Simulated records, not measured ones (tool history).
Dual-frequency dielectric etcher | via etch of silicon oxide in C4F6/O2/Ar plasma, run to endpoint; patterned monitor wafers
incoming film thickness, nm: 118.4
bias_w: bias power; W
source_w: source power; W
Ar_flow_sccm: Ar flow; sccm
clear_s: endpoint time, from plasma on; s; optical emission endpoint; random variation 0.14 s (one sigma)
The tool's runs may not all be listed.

run	hour	bias_w	source_w	Ar_flow_sccm	clear_s
1	0	486	340	402	29.247
2	7.2	533	340	402	28.013
3	11.6	568	360	394	26.58
4	19.9	568	340	394	27.909
5	26.3	608	340	394	26.943
6	27.3	626	360	389	25.858
7	32.3	640	380	385	24.743
8	34	650	390	382	24.119
9	42.1	657	400	380	23.767
10	49.6	663	410	378	23.632
11	53.5	667	420	376	23.045
12	55.2	667	420	376	23.08

Run 13 comes next. What will it give?
13	61.4	670	420	375	?

clear_s: 23.087 s

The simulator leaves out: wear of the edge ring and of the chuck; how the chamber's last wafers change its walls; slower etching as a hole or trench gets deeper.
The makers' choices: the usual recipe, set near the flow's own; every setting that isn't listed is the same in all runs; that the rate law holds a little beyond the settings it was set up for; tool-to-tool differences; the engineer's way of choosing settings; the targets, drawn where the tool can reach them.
